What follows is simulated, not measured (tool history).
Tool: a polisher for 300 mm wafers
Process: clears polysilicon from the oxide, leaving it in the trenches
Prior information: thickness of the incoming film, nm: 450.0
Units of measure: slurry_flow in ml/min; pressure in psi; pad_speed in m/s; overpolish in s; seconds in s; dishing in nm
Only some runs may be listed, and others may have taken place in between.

run	hour	slurry_flow	pressure	pad_speed	overpolish	seconds	dishing
1	0.0	145	3.4	1.24	10	22.526	45.963
2	8.5	150	3.1	1.22	8	25.461	44.858
3	11.0	170	3.1	1.22	8	24.909	45.418
4	13.4	170	2.2	1.22	8	31.948	43.674
5	18.7	200	2.2	1.22	8	30.535	43.391
6	19.4	205	2.0	1.26	7	32.467	41.418
7	21.0	210	1.9	1.34	6	31.014	40.316
8	23.3	210	1.9	1.34	6	30.945	40.461

What does the tool deliver on the next run?
9	25.6	215	1.8	1.38	5	?	?

{"run 9": {"seconds": 31.91, "dishing": 38.581}}
